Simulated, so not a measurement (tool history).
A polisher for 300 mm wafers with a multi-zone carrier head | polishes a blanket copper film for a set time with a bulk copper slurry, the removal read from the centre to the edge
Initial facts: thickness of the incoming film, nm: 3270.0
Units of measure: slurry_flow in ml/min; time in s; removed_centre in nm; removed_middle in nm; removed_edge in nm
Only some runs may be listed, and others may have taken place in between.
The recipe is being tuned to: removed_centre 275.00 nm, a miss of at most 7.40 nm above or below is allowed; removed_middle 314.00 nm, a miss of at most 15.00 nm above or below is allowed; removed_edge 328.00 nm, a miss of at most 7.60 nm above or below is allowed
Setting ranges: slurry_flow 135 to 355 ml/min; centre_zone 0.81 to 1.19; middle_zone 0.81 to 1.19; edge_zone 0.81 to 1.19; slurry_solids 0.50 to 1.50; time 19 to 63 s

{"run": 1, "day": 0.0, "slurry_flow": 225, "centre_zone": 1.0, "middle_zone": 1.0, "edge_zone": 1.0, "slurry_solids": 1.0, "time": 41, "removed_centre": 310.38, "removed_middle": 308.94, "removed_edge": 316.58}
{"run": 2, "day": 0.154, "slurry_flow": 225, "centre_zone": 1.0, "middle_zone": 1.0, "edge_zone": 1.0, "slurry_solids": 1.0, "time": 46, "removed_centre": 345.7, "removed_middle": 358.27, "removed_edge": 356.43}
{"run": 3, "day": 0.204, "slurry_flow": 225, "centre_zone": 1.0, "middle_zone": 1.0, "edge_zone": 1.0, "slurry_solids": 1.1, "time": 46, "removed_centre": 351.17, "removed_middle": 355.5, "removed_edge": 367.69}
{"run": 4, "day": 0.242, "slurry_flow": 225, "centre_zone": 1.0, "middle_zone": 1.0, "edge_zone": 0.97, "slurry_solids": 1.1, "time": 46, "removed_centre": 359.22, "removed_middle": 360.67, "removed_edge": 359.13}
{"run": 5, "day": 0.542, "slurry_flow": 225, "centre_zone": 1.0, "middle_zone": 1.0, "edge_zone": 0.97, "slurry_solids": 1.1, "time": 53, "removed_centre": 406.57, "removed_middle": 400.8, "removed_edge": 420.21}
{"run": 6, "day": 0.871, "slurry_flow": 215, "centre_zone": 0.96, "middle_zone": 0.98, "edge_zone": 0.96, "slurry_solids": 1.0, "time": 53, "removed_centre": 384.58, "removed_middle": 388.52, "removed_edge": 402.33}
{"run": 7, "day": 1.2, "slurry_flow": 205, "centre_zone": 0.93, "middle_zone": 0.97, "edge_zone": 0.97, "slurry_solids": 0.9, "time": 52, "removed_centre": 348.73, "removed_middle": 363.54, "removed_edge": 381.14}
{"run": 8, "day": 1.538, "slurry_flow": 155, "centre_zone": 0.83, "middle_zone": 0.91, "edge_zone": 0.87, "slurry_solids": 0.65, "time": 51, "removed_centre": 263.14, "removed_middle": 302.15, "removed_edge": 316.84}
{"run": 9, "day": 1.912, "slurry_flow": 155, "centre_zone": 0.83, "middle_zone": 0.91, "edge_zone": 0.87, "slurry_solids": 0.65, "time": 51, "removed_centre": 264.69, "removed_middle": 305.98, "removed_edge": 317.79}
{"run": 10, "day": 1.988, "slurry_flow": 160, "centre_zone": 0.83, "middle_zone": 0.91, "edge_zone": 0.87, "slurry_solids": 0.65, "time": 51, "removed_centre": 265.19, "removed_middle": 300.27, "removed_edge": 317.99}

Below are 5 possible settings for the next run. Only one of them brings all results inside the allowed miss of their targets. Which is it?
{"run": "A", "day": 2.062, "slurry_flow": 195, "centre_zone": 0.87, "middle_zone": 0.96, "edge_zone": 0.81, "slurry_solids": 0.5, "time": 52, "removed_centre": "?", "removed_middle": "?", "removed_edge": "?"}
{"run": "B", "day": 2.062, "slurry_flow": 225, "centre_zone": 0.82, "middle_zone": 0.9, "edge_zone": 0.87, "slurry_solids": 0.6, "time": 51, "removed_centre": "?", "removed_middle": "?", "removed_edge": "?"}
{"run": "C", "day": 2.062, "slurry_flow": 205, "centre_zone": 0.81, "middle_zone": 0.93, "edge_zone": 0.82, "slurry_solids": 0.65, "time": 48, "removed_centre": "?", "removed_middle": "?", "removed_edge": "?"}
{"run": "D", "day": 2.062, "slurry_flow": 135, "centre_zone": 0.83, "middle_zone": 1.04, "edge_zone": 0.81, "slurry_solids": 0.6, "time": 52, "removed_centre": "?", "removed_middle": "?", "removed_edge": "?"}
{"run": "E", "day": 2.062, "slurry_flow": 135, "centre_zone": 0.87, "middle_zone": 0.98, "edge_zone": 0.83, "slurry_solids": 0.7, "time": 51, "removed_centre": "?", "removed_middle": "?", "removed_edge": "?"}

move=A removed_centre=279.04 removed_middle=321.92 removed_edge=298.43
move=B removed_centre=276.97 removed_middle=320.75 removed_edge=322.30
move=C removed_centre=258.78 removed_middle=312.31 removed_edge=298.32
move=D removed_centre=255.61 removed_middle=334.14 removed_edge=295.49
move=E removed_centre=273.30 removed_middle=324.06 removed_edge=304.89
A: puts the biggest miss on target and leaves a different result outside tolerance
B: every result within its allowed miss
C: moves away from the targets compared with the last run
D: moves away from the targets compared with the last run
E: puts the biggest miss on target and leaves a different result outside tolerance
Correct choice: B, which meets every target
